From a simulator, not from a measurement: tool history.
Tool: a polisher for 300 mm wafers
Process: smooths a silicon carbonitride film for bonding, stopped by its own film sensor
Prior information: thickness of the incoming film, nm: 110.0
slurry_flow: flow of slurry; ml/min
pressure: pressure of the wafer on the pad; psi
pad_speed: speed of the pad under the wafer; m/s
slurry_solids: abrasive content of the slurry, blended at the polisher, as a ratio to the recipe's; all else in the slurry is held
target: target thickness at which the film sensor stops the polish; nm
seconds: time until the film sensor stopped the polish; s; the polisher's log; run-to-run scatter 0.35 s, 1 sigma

| run | hour | slurry_flow | pressure | pad_speed | slurry_solids | target | seconds |
|---|---|---|---|---|---|---|---|
| 1 | 0.0 | 235 | 2.3 | 0.90 | 1.0 | 101 | 30.750 |
| 2 | 2.4 | 235 | 2.2 | 0.90 | 1.0 | 101 | 31.952 |
| 3 | 5.1 | 235 | 2.1 | 0.90 | 1.0 | 101 | 33.303 |
| 4 | 5.9 | 260 | 2.1 | 0.90 | 1.0 | 101 | 33.082 |
| 5 | 9.5 | 260 | 1.9 | 0.90 | 1.0 | 101 | 37.191 |
| 6 | 18.1 | 260 | 1.9 | 0.90 | 1.0 | 102 | 32.733 |

Predict the results of run 7:
| 7 | 21.3 | 260 | 1.7 | 0.90 | 1.0 | 102 | ? |

Run 7 produced seconds 35.700 s.

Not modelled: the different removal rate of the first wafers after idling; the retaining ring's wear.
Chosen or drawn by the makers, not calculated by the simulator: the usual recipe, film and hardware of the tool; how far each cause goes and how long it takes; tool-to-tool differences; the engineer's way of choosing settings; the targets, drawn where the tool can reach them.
